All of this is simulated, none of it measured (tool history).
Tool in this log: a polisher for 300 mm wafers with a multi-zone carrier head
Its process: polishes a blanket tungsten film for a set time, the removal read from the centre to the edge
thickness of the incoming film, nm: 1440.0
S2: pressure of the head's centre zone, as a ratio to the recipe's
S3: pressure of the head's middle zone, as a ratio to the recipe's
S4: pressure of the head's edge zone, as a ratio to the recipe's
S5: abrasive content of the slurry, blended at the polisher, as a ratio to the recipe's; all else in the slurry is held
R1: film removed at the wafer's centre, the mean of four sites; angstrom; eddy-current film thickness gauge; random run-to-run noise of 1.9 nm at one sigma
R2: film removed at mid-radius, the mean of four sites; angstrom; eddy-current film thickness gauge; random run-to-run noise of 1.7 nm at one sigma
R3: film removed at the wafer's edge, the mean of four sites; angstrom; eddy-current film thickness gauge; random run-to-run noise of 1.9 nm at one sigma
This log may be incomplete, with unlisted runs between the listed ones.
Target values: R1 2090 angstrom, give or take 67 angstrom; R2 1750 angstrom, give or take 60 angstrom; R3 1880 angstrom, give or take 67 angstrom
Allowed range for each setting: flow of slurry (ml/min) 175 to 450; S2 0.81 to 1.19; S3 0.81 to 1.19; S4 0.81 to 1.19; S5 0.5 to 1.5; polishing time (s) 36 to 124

{"run": 1, "hour": 0.0, "flow of slurry (ml/min)": 290, "S2": 1, "S3": 1, "S4": 1, "S5": 1, "polishing time (s)": 79, "R1": 2595.6, "R2": 2725.4, "R3": 2647.1}
{"run": 2, "hour": 8.7, "flow of slurry (ml/min)": 290, "S2": 1, "S3": 1.04, "S4": 1, "S5": 1, "polishing time (s)": 79, "R1": 2611.3, "R2": 2809.9, "R3": 2642.7}
{"run": 3, "hour": 14.7, "flow of slurry (ml/min)": 290, "S2": 1, "S3": 1.04, "S4": 1, "S5": 0.9, "polishing time (s)": 79, "R1": 2565.6, "R2": 2734.7, "R3": 2581}
{"run": 4, "hour": 21.9, "flow of slurry (ml/min)": 290, "S2": 1.01, "S3": 1.02, "S4": 0.99, "S5": 0.85, "polishing time (s)": 77, "R1": 2521.6, "R2": 2638.7, "R3": 2460.5}
{"run": 5, "hour": 29.6, "flow of slurry (ml/min)": 290, "S2": 1.01, "S3": 1.08, "S4": 0.99, "S5": 0.85, "polishing time (s)": 77, "R1": 2500.4, "R2": 2666.2, "R3": 2461}
{"run": 6, "hour": 35.1, "flow of slurry (ml/min)": 290, "S2": 1.01, "S3": 1.08, "S4": 0.99, "S5": 0.95, "polishing time (s)": 77, "R1": 2561.9, "R2": 2810.7, "R3": 2556.6}
{"run": 7, "hour": 37.8, "flow of slurry (ml/min)": 290, "S2": 1.01, "S3": 1.05, "S4": 0.99, "S5": 0.9, "polishing time (s)": 76, "R1": 2492.1, "R2": 2651.3, "R3": 2471.9}
{"run": 8, "hour": 40.4, "flow of slurry (ml/min)": 285, "S2": 1.02, "S3": 1.02, "S4": 0.99, "S5": 0.85, "polishing time (s)": 74, "R1": 2428.7, "R2": 2501.8, "R3": 2385.4}
{"run": 9, "hour": 46.0, "flow of slurry (ml/min)": 280, "S2": 1.03, "S3": 1, "S4": 0.99, "S5": 0.8, "polishing time (s)": 73, "R1": 2333.6, "R2": 2398.8, "R3": 2322.7}
{"run": 10, "hour": 51.5, "flow of slurry (ml/min)": 280, "S2": 1.05, "S3": 0.98, "S4": 0.98, "S5": 0.75, "polishing time (s)": 72, "R1": 2353.3, "R2": 2298.3, "R3": 2217.3}
{"run": 11, "hour": 55.0, "flow of slurry (ml/min)": 275, "S2": 1.06, "S3": 0.96, "S4": 0.98, "S5": 0.7, "polishing time (s)": 71, "R1": 2294.6, "R2": 2164.8, "R3": 2177.8}
{"run": 12, "hour": 58.0, "flow of slurry (ml/min)": 270, "S2": 1.06, "S3": 0.94, "S4": 0.97, "S5": 0.65, "polishing time (s)": 71, "R1": 2295.5, "R2": 2119.2, "R3": 2175.8}
{"run": 13, "hour": 61.5, "flow of slurry (ml/min)": 270, "S2": 1.06, "S3": 0.93, "S4": 0.96, "S5": 0.65, "polishing time (s)": 70, "R1": 2248.2, "R2": 2057.4, "R3": 2133}
{"hour": 68.7, "done": "worn pad replaced by a new one"}
{"run": 14, "hour": 68.7, "flow of slurry (ml/min)": 270, "S2": 1.06, "S3": 0.92, "S4": 0.95, "S5": 0.65, "polishing time (s)": 69, "R1": 2478.1, "R2": 2228.8, "R3": 2293.6}
{"run": 15, "hour": 76.8, "flow of slurry (ml/min)": 270, "S2": 1.06, "S3": 0.92, "S4": 0.95, "S5": 0.65, "polishing time (s)": 69, "R1": 2464.5, "R2": 2193.3, "R3": 2349.7}
{"run": 16, "hour": 78.3, "flow of slurry (ml/min)": 265, "S2": 1.07, "S3": 0.85, "S4": 0.85, "S5": 0.5, "polishing time (s)": 56, "R1": 1878.1, "R2": 1631.3, "R3": 1682.7}

Consider the 5 candidate settings below. Which is the only one whose results all fall within their allowed miss of target?
{"run": "A", "hour": 79.8, "flow of slurry (ml/min)": 265, "S2": 0.84, "S3": 0.87, "S4": 0.95, "S5": 0.5, "polishing time (s)": 62, "R1": "?", "R2": "?", "R3": "?"}
{"run": "B", "hour": 79.8, "flow of slurry (ml/min)": 210, "S2": 1.06, "S3": 0.82, "S4": 0.81, "S5": 0.6, "polishing time (s)": 63, "R1": "?", "R2": "?", "R3": "?"}
{"run": "C", "hour": 79.8, "flow of slurry (ml/min)": 190, "S2": 1.05, "S3": 0.9, "S4": 0.91, "S5": 0.5, "polishing time (s)": 66, "R1": "?", "R2": "?", "R3": "?"}
{"run": "D", "hour": 79.8, "flow of slurry (ml/min)": 275, "S2": 1.05, "S3": 0.81, "S4": 0.95, "S5": 0.5, "polishing time (s)": 51, "R1": "?", "R2": "?", "R3": "?"}
{"run": "E", "hour": 79.8, "flow of slurry (ml/min)": 355, "S2": 1.09, "S3": 1.06, "S4": 0.81, "S5": 0.65, "polishing time (s)": 45, "R1": "?", "R2": "?", "R3": "?"}

move=A R1=1663 R2=1816.6 R3=1951.8
move=B R1=2124.2 R2=1763.4 R3=1891.9
move=C R1=2092.5 R2=1894.3 R3=1972.2
move=D R1=1712 R2=1414.5 R3=1611.9
move=E R1=1697.5 R2=1680.7 R3=1432.3
A: lands further from the targets than the last run did
B: all results land within tolerance of their targets
C: brings the last run's worst result on target, with another outside its allowed miss
D: lands further from the targets than the last run did
E: lands further from the targets than the last run did
The move that meets every target is B.
